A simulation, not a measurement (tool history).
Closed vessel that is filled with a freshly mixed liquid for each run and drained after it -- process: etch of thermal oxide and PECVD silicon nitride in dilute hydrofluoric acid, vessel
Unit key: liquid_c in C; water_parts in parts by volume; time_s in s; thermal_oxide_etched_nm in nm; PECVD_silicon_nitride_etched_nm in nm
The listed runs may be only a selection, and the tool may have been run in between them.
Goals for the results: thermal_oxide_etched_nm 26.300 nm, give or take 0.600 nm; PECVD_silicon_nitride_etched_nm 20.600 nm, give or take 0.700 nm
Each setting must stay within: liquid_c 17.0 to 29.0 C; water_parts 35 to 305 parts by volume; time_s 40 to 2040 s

run,hour,liquid_c,water_parts,time_s,thermal_oxide_etched_nm,PECVD_silicon_nitride_etched_nm
1,0.0,21.0,170,1040,19.799,13.666
2,7.9,21.0,170,1440,27.367,18.476
3,10.5,21.0,115,1440,42.961,27.935
4,16.4,21.0,115,1830,54.535,35.250
5,25.1,21.5,140,1845,45.042,30.746
6,28.2,22.0,155,1860,40.896,28.607
7,33.7,22.5,170,1870,37.690,26.826
8,38.4,23.0,180,1885,36.046,26.797
9,42.9,23.0,190,1900,34.256,26.113
10,48.8,23.0,200,1915,32.461,24.859
11,52.7,23.0,205,1925,31.611,24.218
12,60.7,23.0,210,1935,30.768,22.967
13,63.1,23.0,215,1935,30.055,22.867
14,69.0,23.0,220,1940,29.227,22.326

Exactly one of the 5 candidate moves below puts every result within its allowed miss. Which one?
A,74.9,18.0,185,2040,?,?
B,74.9,26.0,235,1855,?,?
C,74.9,17.5,160,1975,?,?
D,74.9,26.0,155,1035,?,?
E,74.9,22.5,185,1855,?,?

move,thermal_oxide_etched_nm,PECVD_silicon_nitride_etched_nm
A,30.994,19.996
B,28.476,24.036
C,34.832,21.527
D,26.374,20.329
E,33.569,24.451
A: moves away from the targets compared with the last run
B: about as far from the targets as the last run
C: moves away from the targets compared with the last run
D: every result within its allowed miss
E: moves away from the targets compared with the last run
D meets every target.
